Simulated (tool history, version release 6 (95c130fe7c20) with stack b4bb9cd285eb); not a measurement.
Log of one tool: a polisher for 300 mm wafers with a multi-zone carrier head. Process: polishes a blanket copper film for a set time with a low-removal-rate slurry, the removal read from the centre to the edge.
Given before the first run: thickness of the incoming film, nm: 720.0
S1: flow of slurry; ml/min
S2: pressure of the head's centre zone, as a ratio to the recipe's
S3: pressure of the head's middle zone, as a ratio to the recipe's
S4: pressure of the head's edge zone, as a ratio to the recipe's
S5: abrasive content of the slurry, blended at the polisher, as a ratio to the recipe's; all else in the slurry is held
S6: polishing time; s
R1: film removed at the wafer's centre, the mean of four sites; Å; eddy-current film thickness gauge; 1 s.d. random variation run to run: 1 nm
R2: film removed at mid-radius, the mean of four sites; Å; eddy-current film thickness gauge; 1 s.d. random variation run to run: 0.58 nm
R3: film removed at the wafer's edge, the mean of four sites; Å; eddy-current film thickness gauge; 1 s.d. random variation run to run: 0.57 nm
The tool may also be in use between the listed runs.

{"run": 1, "hour": 0.0, "S1": 270, "S2": 1, "S3": 1, "S4": 1, "S5": 1, "S6": 36, "R1": 945.27, "R2": 940.93, "R3": 974.93}
{"run": 2, "hour": 4.3, "S1": 205, "S2": 1, "S3": 1, "S4": 1, "S5": 1, "S6": 36, "R1": 935.84, "R2": 943.96, "R3": 971.22}
{"run": 3, "hour": 10.9, "S1": 205, "S2": 1, "S3": 0.93, "S4": 1, "S5": 1, "S6": 36, "R1": 920.31, "R2": 884, "R3": 963.23}
{"run": 4, "hour": 13.3, "S1": 205, "S2": 1.01, "S3": 0.94, "S4": 0.95, "S5": 0.85, "S6": 35, "R1": 874.31, "R2": 832.11, "R3": 901.13}
{"run": 5, "hour": 15.1, "S1": 205, "S2": 0.98, "S3": 0.94, "S4": 0.95, "S5": 0.85, "S6": 35, "R1": 854.88, "R2": 830.29, "R3": 888.61}
{"run": 6, "hour": 18.1, "S1": 250, "S2": 0.98, "S3": 0.94, "S4": 0.95, "S5": 0.85, "S6": 35, "R1": 862.33, "R2": 845.28, "R3": 893.66}
{"run": 7, "hour": 25.7, "S1": 260, "S2": 1, "S3": 0.96, "S4": 0.91, "S5": 0.75, "S6": 34, "R1": 826.4, "R2": 813.5, "R3": 818.66}

What will run 8 give?
{"run": 8, "hour": 26.6, "S1": 265, "S2": 1.01, "S3": 0.95, "S4": 0.89, "S5": 0.65, "S6": 34, "R1": "?", "R2": "?", "R3": "?"}

For run 8 the tool returned R1 813.06 Å, R2 772.86 Å, R3 807.92 Å.
